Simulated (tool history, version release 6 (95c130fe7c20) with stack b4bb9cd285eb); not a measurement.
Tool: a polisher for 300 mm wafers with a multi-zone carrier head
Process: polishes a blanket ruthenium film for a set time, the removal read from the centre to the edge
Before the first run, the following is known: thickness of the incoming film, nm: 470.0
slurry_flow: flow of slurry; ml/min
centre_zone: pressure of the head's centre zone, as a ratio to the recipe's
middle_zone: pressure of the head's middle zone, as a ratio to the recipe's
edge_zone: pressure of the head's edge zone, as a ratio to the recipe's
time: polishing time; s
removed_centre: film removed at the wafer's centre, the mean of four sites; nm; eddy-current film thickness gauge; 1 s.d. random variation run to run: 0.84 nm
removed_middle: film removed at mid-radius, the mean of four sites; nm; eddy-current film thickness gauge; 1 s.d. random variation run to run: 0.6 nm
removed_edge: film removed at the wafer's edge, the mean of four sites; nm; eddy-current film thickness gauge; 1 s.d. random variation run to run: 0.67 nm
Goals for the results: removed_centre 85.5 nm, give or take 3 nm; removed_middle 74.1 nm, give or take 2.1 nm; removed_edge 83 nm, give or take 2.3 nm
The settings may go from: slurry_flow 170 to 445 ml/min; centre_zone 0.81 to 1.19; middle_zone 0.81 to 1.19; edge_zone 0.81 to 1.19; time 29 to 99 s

run,day,slurry_flow,centre_zone,middle_zone,edge_zone,time,removed_centre,removed_middle,removed_edge
1,0,285,1,1,1,64,83.488,86.058,85.414
2,0.167,275,1.01,0.96,1,64,85.62,83.727,84.524
3,0.512,270,1.01,0.92,1.01,64,86.683,79.595,86.306
4,0.625,270,1.01,0.92,1.01,79,104.46,100.71,105.13
5,0.971,265,1,0.89,0.99,75,98.039,92.223,99.588
6,1.133,230,1,0.89,0.99,75,96.937,90.75,96.251
7,1.488,225,1,0.87,0.98,73,92.805,87.555,94.886
8,1.704,225,1.01,0.86,0.97,70,91.882,82.809,89.702
9,1.867,220,1.01,0.85,0.97,69,87.908,81.056,89.368
10,2.158,220,1.02,0.84,0.96,68,87.298,78.94,86.921
11,2.442,215,1.03,0.83,0.96,67,88.425,77.242,86.169
12,2.742,210,1.03,0.83,0.95,67,89.028,76.801,85.835

Which single option among these 5 for the next run brings every result within its allowed miss of target? Just one does.
A,3.042,260,0.99,0.81,1.09,67,?,?,?
B,3.042,175,1.03,0.83,0.95,67,?,?,?
C,3.042,280,1.03,0.83,0.91,62,?,?,?
D,3.042,215,1.16,0.82,0.95,61,?,?,?
E,3.042,205,1.07,0.88,0.93,63,?,?,?

move,removed_centre,removed_middle,removed_edge
A,85.813,78.429,92.978
B,83.148,74.541,82.882
C,83.471,74.227,79.392
D,88.955,69.929,77.572
E,83.99,74.597,78.818
A: misses by more than the last run did
B: all results in spec
C: puts the biggest miss on target and leaves a different result outside tolerance
D: carries the result that was furthest off beyond its target, to the other side
E: puts the biggest miss on target and leaves a different result outside tolerance
Go with B: it meets all targets.
